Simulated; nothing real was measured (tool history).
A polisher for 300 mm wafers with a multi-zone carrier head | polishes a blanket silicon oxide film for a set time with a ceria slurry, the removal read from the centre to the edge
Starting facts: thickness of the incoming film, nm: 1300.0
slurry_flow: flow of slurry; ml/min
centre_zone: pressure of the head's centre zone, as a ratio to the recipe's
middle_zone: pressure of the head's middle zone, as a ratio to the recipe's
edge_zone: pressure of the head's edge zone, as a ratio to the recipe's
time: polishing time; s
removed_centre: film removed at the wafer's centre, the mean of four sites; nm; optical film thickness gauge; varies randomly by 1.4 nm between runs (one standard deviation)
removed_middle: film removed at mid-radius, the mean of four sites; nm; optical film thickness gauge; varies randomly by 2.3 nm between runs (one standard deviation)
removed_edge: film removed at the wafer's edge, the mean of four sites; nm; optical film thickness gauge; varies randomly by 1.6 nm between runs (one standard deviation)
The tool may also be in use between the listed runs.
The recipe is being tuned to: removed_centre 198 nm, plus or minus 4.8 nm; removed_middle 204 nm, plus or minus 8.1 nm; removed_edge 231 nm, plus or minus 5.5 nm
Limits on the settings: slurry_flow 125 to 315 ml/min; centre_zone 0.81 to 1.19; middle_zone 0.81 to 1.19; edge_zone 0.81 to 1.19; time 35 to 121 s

run	hour	slurry_flow	centre_zone	middle_zone	edge_zone	time	removed_centre	removed_middle	removed_edge
1	0	205	1	1	1	78	367.03	370.84	360.2
2	7.6	195	0.97	0.96	0.99	72	323.56	328.97	328.28
3	14.5	185	0.95	0.93	0.99	67	291	296.32	306.11
4	21.3	175	0.93	0.91	0.98	63	266.84	269.18	279.76
5	22.7	165	0.91	0.89	0.98	61	244.94	248.36	271.65
6	30.2	165	0.91	0.85	0.98	61	249.39	243.71	272.2
7	32.1	160	0.89	0.84	0.96	60	237.45	235.07	264.29
8	34.2	155	0.88	0.83	0.95	59	229.64	229.82	255.89

Pick the move, out of 4, that brings all results within their allowed miss; only one does.
A	36.3	150	0.94	0.86	0.89	51	?	?	?
B	36.3	130	0.87	0.85	0.96	54	?	?	?
C	36.3	125	0.93	0.81	1.16	53	?	?	?
D	36.3	170	0.97	0.81	1	48	?	?	?

move	removed_centre	removed_middle	removed_edge
A	210.9	200.54	214.41
B	198.91	203.49	229.69
C	206.36	189.95	246
D	210.63	184.19	217.17
A: moves toward the targets from the last run without getting all of them in spec
B: meets every target
C: moves toward the targets from the last run without getting all of them in spec
D: moves toward the targets from the last run without getting all of them in spec
Answer: B

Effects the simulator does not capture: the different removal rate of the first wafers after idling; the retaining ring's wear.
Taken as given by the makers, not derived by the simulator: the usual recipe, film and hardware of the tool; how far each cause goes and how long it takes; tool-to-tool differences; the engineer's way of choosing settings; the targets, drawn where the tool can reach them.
